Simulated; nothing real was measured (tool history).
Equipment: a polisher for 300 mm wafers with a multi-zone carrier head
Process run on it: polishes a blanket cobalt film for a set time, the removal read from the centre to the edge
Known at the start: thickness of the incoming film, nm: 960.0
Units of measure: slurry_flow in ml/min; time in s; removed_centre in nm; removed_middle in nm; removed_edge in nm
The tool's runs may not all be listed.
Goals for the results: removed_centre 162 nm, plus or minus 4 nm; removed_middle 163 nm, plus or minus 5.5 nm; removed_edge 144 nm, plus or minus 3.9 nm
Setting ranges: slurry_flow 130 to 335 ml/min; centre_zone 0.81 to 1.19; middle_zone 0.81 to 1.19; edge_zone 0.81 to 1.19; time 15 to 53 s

run,day,slurry_flow,centre_zone,middle_zone,edge_zone,time,removed_centre,removed_middle,removed_edge
1,0,215,1,1,1,34,186.26,185.76,183.14
2,0.154,210,1,1,0.96,33,181.7,179.62,174.23
3,0.433,205,1,1.01,0.93,32,175.81,175.92,165.09
4,0.5,205,1,1.01,0.93,27,147.21,147,140.83
5,0.721,155,1,1.01,0.93,27,138.74,140.06,135.8
6,0.971,175,1,1.01,0.93,27,142.92,140.61,136.48
7,1.029,195,1,1.02,0.92,27,144.49,146.24,138.09
8,1.171,215,1.01,1.03,0.92,27,150.08,152.58,138.84
9,1.5,275,1.03,1.03,0.95,27,157.13,155.14,145.84
10,1.7,280,1.03,1.04,0.94,27,159.79,155.33,145.49

5 candidate next runs follow, results not yet known. Just one meets every target within its allowed miss. Identify it.
A,1.9,190,1.1,1.07,0.97,29,?,?,?
B,1.9,275,1.06,1.04,0.95,28,?,?,?
C,1.9,240,1.01,1.19,0.84,29,?,?,?
D,1.9,285,1.05,1.11,0.92,27,?,?,?
E,1.9,270,1.06,0.94,0.99,27,?,?,?

move,removed_centre,removed_middle,removed_edge
A,172.11,160.83,150.76
B,169.46,160.69,149.77
C,164.29,177.92,144.63
D,162.61,161.82,142.6
E,162.96,145.74,147.19
A: the furthest-off result lands on target, but another misses its tolerance
B: the furthest-off result lands on target, but another misses its tolerance
C: moves the result that the last run missed by most past its target, out the other side
D: every result within its allowed miss
E: misses by more than the last run did
The move that meets every target is D.
